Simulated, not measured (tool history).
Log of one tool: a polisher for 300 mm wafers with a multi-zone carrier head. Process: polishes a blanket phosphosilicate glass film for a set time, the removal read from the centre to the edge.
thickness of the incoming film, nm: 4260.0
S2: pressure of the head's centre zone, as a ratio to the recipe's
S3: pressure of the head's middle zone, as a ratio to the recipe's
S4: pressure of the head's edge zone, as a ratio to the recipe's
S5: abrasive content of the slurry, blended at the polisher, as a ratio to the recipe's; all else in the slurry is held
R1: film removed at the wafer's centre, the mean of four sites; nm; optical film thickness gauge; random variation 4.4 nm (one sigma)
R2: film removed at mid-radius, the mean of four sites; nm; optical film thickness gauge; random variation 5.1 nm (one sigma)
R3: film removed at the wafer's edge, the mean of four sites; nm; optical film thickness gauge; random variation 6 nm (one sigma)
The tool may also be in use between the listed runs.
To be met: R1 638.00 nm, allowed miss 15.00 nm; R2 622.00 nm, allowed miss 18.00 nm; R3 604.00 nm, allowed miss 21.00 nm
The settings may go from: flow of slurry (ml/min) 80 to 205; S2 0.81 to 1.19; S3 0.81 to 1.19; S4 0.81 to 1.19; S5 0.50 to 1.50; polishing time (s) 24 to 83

{"run": 1, "day": 0.0, "flow of slurry (ml/min)": 135, "S2": 1.0, "S3": 1.0, "S4": 1.0, "S5": 1.0, "polishing time (s)": 53, "R1": 379.81, "R2": 389.82, "R3": 367.92}
{"run": 2, "day": 0.308, "flow of slurry (ml/min)": 135, "S2": 1.0, "S3": 1.0, "S4": 1.0, "S5": 0.8, "polishing time (s)": 53, "R1": 348.41, "R2": 356.72, "R3": 332.71}
{"run": 3, "day": 0.575, "flow of slurry (ml/min)": 135, "S2": 1.0, "S3": 1.0, "S4": 1.0, "S5": 0.6, "polishing time (s)": 53, "R1": 302.33, "R2": 312.89, "R3": 294.66}
{"run": 4, "day": 0.708, "flow of slurry (ml/min)": 140, "S2": 1.01, "S3": 1.0, "S4": 1.02, "S5": 0.7, "polishing time (s)": 54, "R1": 338.56, "R2": 350.27, "R3": 325.0}
{"run": 5, "day": 1.058, "flow of slurry (ml/min)": 140, "S2": 1.02, "S3": 1.0, "S4": 1.04, "S5": 0.8, "polishing time (s)": 54, "R1": 363.49, "R2": 367.83, "R3": 350.18}
{"run": 6, "day": 1.333, "flow of slurry (ml/min)": 145, "S2": 1.03, "S3": 1.01, "S4": 1.06, "S5": 0.9, "polishing time (s)": 54, "R1": 389.8, "R2": 397.0, "R3": 371.32}
{"run": 7, "day": 1.45, "flow of slurry (ml/min)": 145, "S2": 1.04, "S3": 1.01, "S4": 1.07, "S5": 1.0, "polishing time (s)": 55, "R1": 415.75, "R2": 416.4, "R3": 401.3}
{"run": 8, "day": 1.779, "flow of slurry (ml/min)": 150, "S2": 1.05, "S3": 1.02, "S4": 1.08, "S5": 1.05, "polishing time (s)": 55, "R1": 430.11, "R2": 435.65, "R3": 412.01}
{"run": 9, "day": 1.804, "flow of slurry (ml/min)": 150, "S2": 1.06, "S3": 1.02, "S4": 1.09, "S5": 1.1, "polishing time (s)": 56, "R1": 448.21, "R2": 443.81, "R3": 431.04}
{"run": 10, "day": 2.046, "flow of slurry (ml/min)": 155, "S2": 1.07, "S3": 1.03, "S4": 1.1, "S5": 1.15, "polishing time (s)": 57, "R1": 472.29, "R2": 466.98, "R3": 444.88}
{"run": 11, "day": 2.246, "flow of slurry (ml/min)": 155, "S2": 1.07, "S3": 1.03, "S4": 1.11, "S5": 1.2, "polishing time (s)": 58, "R1": 488.6, "R2": 491.05, "R3": 468.3}
{"day": 2.329, "done": "edge zone pressure recalibrated"}
{"run": 12, "day": 2.329, "flow of slurry (ml/min)": 155, "S2": 1.07, "S3": 1.03, "S4": 1.11, "S5": 1.2, "polishing time (s)": 58, "R1": 483.65, "R2": 492.84, "R3": 471.08}
{"run": 13, "day": 2.383, "flow of slurry (ml/min)": 155, "S2": 1.08, "S3": 1.03, "S4": 1.12, "S5": 1.25, "polishing time (s)": 59, "R1": 506.7, "R2": 510.53, "R3": 499.49}
{"run": 14, "day": 2.45, "flow of slurry (ml/min)": 155, "S2": 1.09, "S3": 1.04, "S4": 1.13, "S5": 1.3, "polishing time (s)": 59, "R1": 525.5, "R2": 507.99, "R3": 508.34}
{"run": 15, "day": 2.575, "flow of slurry (ml/min)": 155, "S2": 1.09, "S3": 1.04, "S4": 1.13, "S5": 1.3, "polishing time (s)": 59, "R1": 517.5, "R2": 522.37, "R3": 495.67}
{"run": 16, "day": 2.683, "flow of slurry (ml/min)": 160, "S2": 1.09, "S3": 1.04, "S4": 1.14, "S5": 1.35, "polishing time (s)": 59, "R1": 534.62, "R2": 524.96, "R3": 525.34}
{"run": 17, "day": 2.983, "flow of slurry (ml/min)": 195, "S2": 1.17, "S3": 1.14, "S4": 1.18, "S5": 1.45, "polishing time (s)": 59, "R1": 589.38, "R2": 595.84, "R3": 559.43}
{"run": 18, "day": 3.338, "flow of slurry (ml/min)": 200, "S2": 1.18, "S3": 1.12, "S4": 1.19, "S5": 1.5, "polishing time (s)": 60, "R1": 614.12, "R2": 609.07, "R3": 583.44}

4 next moves are on the table. One of them brings every result within its allowed miss. Which?
{"run": "A", "day": 3.692, "flow of slurry (ml/min)": 190, "S2": 1.17, "S3": 1.1, "S4": 1.19, "S5": 1.5, "polishing time (s)": 63, "R1": "?", "R2": "?", "R3": "?"}
{"run": "B", "day": 3.692, "flow of slurry (ml/min)": 160, "S2": 1.17, "S3": 1.07, "S4": 1.07, "S5": 1.4, "polishing time (s)": 65, "R1": "?", "R2": "?", "R3": "?"}
{"run": "C", "day": 3.692, "flow of slurry (ml/min)": 180, "S2": 1.09, "S3": 1.18, "S4": 1.19, "S5": 1.5, "polishing time (s)": 62, "R1": "?", "R2": "?", "R3": "?"}
{"run": "D", "day": 3.692, "flow of slurry (ml/min)": 170, "S2": 1.08, "S3": 1.11, "S4": 1.18, "S5": 1.35, "polishing time (s)": 63, "R1": "?", "R2": "?", "R3": "?"}

move=A R1=642.99 R2=632.09 R3=589.79
move=B R1=629.11 R2=606.21 R3=552.46
move=C R1=592.51 R2=655.94 R3=576.55
move=D R1=570.15 R2=604.26 R3=559.15
A: meets every target
B: brings the result that was furthest off to its target, and leaves another outside
C: further off than the last run
D: further off than the last run
The right move is A.

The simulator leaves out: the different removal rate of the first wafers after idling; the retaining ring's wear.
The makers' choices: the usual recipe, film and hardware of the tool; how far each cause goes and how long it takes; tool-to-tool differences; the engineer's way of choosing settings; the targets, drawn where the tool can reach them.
